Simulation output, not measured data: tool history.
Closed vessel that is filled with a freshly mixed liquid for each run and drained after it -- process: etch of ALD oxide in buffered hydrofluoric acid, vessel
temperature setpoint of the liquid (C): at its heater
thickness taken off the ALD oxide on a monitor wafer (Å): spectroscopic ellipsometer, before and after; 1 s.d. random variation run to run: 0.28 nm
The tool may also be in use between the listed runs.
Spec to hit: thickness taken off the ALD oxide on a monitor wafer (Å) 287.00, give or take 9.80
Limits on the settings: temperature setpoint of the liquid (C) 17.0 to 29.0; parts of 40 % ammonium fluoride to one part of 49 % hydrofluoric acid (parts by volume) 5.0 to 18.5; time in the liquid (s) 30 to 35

run  hour  temperature setpoint of the liquid (C)  parts of 40 % ammonium fluoride to one part of 49 % hydrofluoric acid (parts by volume)  time in the liquid (s)  thickness taken off the ALD oxide on a monitor wafer (Å)
  1   0.0                                    21.0                                                                                     11.5                      35                                                    529.70
  2   4.4                                    19.5                                                                                     13.0                      35                                                    428.95
  3   7.8                                    18.5                                                                                     14.0                      35                                                    379.85
  4   9.7                                    18.5                                                                                     11.0                      35                                                    470.78
  5  11.6                                    18.0                                                                                     13.0                      35                                                    392.01
  6  18.9                                    18.0                                                                                     13.0                      35                                                    401.40
  7  25.3                                    17.5                                                                                     14.0                      35                                                    355.73
  8  26.9                                    17.5                                                                                     15.0                      35                                                    333.08
  9  32.8                                    17.5                                                                                     15.5                      35                                                    319.38
 10  38.1                                    17.5                                                                                     15.5                      35                                                    320.80
 11  44.3                                    17.5                                                                                     16.0                      35                                                    310.50

4 candidate next runs follow, results not yet known. Just one meets every target within its allowed miss. Identify it.
  A  50.5                                    18.0                                                                                     18.0                      35                                                         ?
  B  50.5                                    18.5                                                                                     17.0                      30                                                         ?
  C  50.5                                    17.0                                                                                     15.5                      30                                                         ?
  D  50.5                                    17.0                                                                                     16.0                      30                                                         ?

move  thickness taken off the ALD oxide on a monitor wafer (Å)
   A                                                    290.87
   B                                                    271.38
   C                                                    272.92
   D                                                    264.52
A: meets every target
B: takes the result that was furthest off past its target
C: takes the result that was furthest off past its target
D: takes the result that was furthest off past its target
A is the move that brings every result within its allowed miss.
